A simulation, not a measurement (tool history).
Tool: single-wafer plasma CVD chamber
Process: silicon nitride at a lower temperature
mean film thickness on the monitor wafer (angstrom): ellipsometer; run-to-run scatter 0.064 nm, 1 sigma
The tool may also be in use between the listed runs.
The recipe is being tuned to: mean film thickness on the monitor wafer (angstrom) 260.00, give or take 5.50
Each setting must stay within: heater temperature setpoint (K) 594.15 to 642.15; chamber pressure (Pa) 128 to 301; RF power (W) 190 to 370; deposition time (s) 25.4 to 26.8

| run | hour | heater temperature setpoint (K) | chamber pressure (Pa) | RF power (W) | deposition time (s) | mean film thickness on the monitor wafer (angstrom) |
|---|---|---|---|---|---|---|
| 1 | 0.0 | 618.15 | 215 | 280 | 26.8 | 306.21 |
| 2 | 5.3 | 618.15 | 201 | 275 | 26.7 | 291.58 |
| 3 | 6.0 | 618.15 | 189 | 275 | 26.7 | 285.58 |
| 4 | 10.0 | 618.15 | 189 | 235 | 26.7 | 241.74 |
| 5 | 11.0 | 618.15 | 165 | 235 | 26.7 | 228.29 |
| 6 | 19.0 | 618.15 | 165 | 235 | 25.4 | 217.00 |
| 7 | 22.3 | 618.15 | 180 | 235 | 25.4 | 225.64 |
| 8 | 23.7 | 618.15 | 192 | 235 | 25.4 | 230.70 |
| 9 | 26.8 | 618.15 | 192 | 235 | 25.4 | 231.53 |
| 10 | 32.3 | 618.15 | 203 | 235 | 25.4 | 236.58 |
| 11 | 37.2 | 618.15 | 212 | 235 | 25.4 | 240.52 |
| 12 | 38.0 | 618.15 | 220 | 235 | 25.4 | 243.99 |
| 13 | 42.6 | 618.15 | 227 | 235 | 25.4 | 246.18 |
| 14 | 45.6 | 618.15 | 232 | 235 | 25.4 | 248.61 |
| 15 | 52.2 | 618.15 | 236 | 235 | 25.4 | 249.60 |
| 16 | 54.8 | 618.15 | 240 | 235 | 25.4 | 250.16 |
| 17 | 63.7 | 618.15 | 244 | 235 | 25.4 | 252.15 |
| 18 | 66.2 | 618.15 | 248 | 235 | 25.4 | 253.40 |

Which one of the following 4 next-run settings gets every result inside its allowed miss? There is exactly one.
| A | 68.7 | 616.15 | 235 | 245 | 26.8 | ? |
| B | 68.7 | 615.15 | 231 | 235 | 26.8 | ? |
| C | 68.7 | 616.15 | 240 | 235 | 25.4 | ? |
| D | 68.7 | 621.15 | 265 | 250 | 25.4 | ? |

| move | mean film thickness on the monitor wafer (angstrom) |
|---|---|
| A | 274.60 |
| B | 260.65 |
| C | 250.48 |
| D | 276.61 |
A: moves the result that the last run missed by most past its target, out the other side
B: each result inside its tolerance
C: its largest miss is bigger than the last run's
D: moves the result that the last run missed by most past its target, out the other side
Go with B: it meets all targets.

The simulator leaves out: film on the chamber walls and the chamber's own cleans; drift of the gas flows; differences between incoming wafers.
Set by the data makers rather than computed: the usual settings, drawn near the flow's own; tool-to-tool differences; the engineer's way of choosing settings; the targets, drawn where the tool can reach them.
